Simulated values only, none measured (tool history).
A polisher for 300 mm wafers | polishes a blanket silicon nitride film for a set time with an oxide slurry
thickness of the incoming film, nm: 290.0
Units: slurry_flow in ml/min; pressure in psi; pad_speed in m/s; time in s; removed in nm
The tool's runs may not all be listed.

{"run": 1, "hour": 0.0, "slurry_flow": 250, "pressure": 2.8, "pad_speed": 1.18, "slurry_solids": 1.0, "time": 24, "removed": 13.185}
{"run": 2, "hour": 6.3, "slurry_flow": 220, "pressure": 2.8, "pad_speed": 1.18, "slurry_solids": 1.0, "time": 24, "removed": 13.0}
{"run": 3, "hour": 11.4, "slurry_flow": 280, "pressure": 2.8, "pad_speed": 1.18, "slurry_solids": 1.0, "time": 24, "removed": 13.332}
{"run": 4, "hour": 13.8, "slurry_flow": 280, "pressure": 2.6, "pad_speed": 1.18, "slurry_solids": 1.0, "time": 24, "removed": 12.383}
{"run": 5, "hour": 16.8, "slurry_flow": 280, "pressure": 2.6, "pad_speed": 1.18, "slurry_solids": 1.0, "time": 22, "removed": 11.16}
{"run": 6, "hour": 24.5, "slurry_flow": 280, "pressure": 3.0, "pad_speed": 1.18, "slurry_solids": 1.0, "time": 22, "removed": 12.999}
{"run": 7, "hour": 30.9, "slurry_flow": 280, "pressure": 2.8, "pad_speed": 1.18, "slurry_solids": 1.0, "time": 22, "removed": 12.269}
{"run": 8, "hour": 39.0, "slurry_flow": 280, "pressure": 2.6, "pad_speed": 1.18, "slurry_solids": 1.0, "time": 22, "removed": 11.437}
{"run": 9, "hour": 42.3, "slurry_flow": 280, "pressure": 2.5, "pad_speed": 1.18, "slurry_solids": 1.0, "time": 22, "removed": 10.958}
{"run": 10, "hour": 50.1, "slurry_flow": 280, "pressure": 2.4, "pad_speed": 1.18, "slurry_solids": 1.0, "time": 22, "removed": 10.539}

Forecast run 11:
{"run": 11, "hour": 52.0, "slurry_flow": 280, "pressure": 2.3, "pad_speed": 1.18, "slurry_solids": 1.0, "time": 22, "removed": "?"}

{"run 11": {"removed": 10.106}}

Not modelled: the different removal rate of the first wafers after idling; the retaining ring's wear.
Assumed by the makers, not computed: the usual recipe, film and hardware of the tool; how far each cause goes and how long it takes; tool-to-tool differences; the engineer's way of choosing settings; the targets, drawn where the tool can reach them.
